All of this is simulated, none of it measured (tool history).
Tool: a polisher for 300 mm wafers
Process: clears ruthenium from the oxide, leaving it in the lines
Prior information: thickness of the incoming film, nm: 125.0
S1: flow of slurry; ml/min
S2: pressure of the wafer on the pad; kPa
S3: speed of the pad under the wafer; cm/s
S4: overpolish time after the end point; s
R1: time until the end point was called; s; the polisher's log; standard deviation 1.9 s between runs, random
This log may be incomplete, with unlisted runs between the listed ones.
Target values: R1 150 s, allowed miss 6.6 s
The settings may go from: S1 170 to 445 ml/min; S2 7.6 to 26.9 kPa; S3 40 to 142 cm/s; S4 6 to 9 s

run	hour	S1	S2	S3	S4	R1
1	0	285	17.2	90	9	98.47
2	1.6	285	15.9	90	9	106.46
3	5.2	250	15.9	90	9	110.17
4	12.2	250	20	90	9	90.088
5	17.5	250	20	80	9	102.79
6	22	250	20	70	9	118.02
7	24.2	245	19.3	70	9	116.26
8	32.5	245	17.9	70	9	123.13
9	38.5	245	17.2	70	9	131.83
10	45.9	240	16.5	70	9	134.24
11	54.2	235	15.9	70	9	138.2

Consider the 4 candidate settings below. Which is the only one whose results all fall within their allowed miss of target?
A	62.5	225	13.8	66	9	?
B	62.5	310	11	86	6	?
C	62.5	225	15.9	60	9	?
D	62.5	220	17.9	54	9	?

move	R1
A	163.13
B	146.08
C	160.02
D	160.47
A: takes the result that was furthest off past its target
B: meets every target
C: takes the result that was furthest off past its target
D: takes the result that was furthest off past its target
B meets every target.
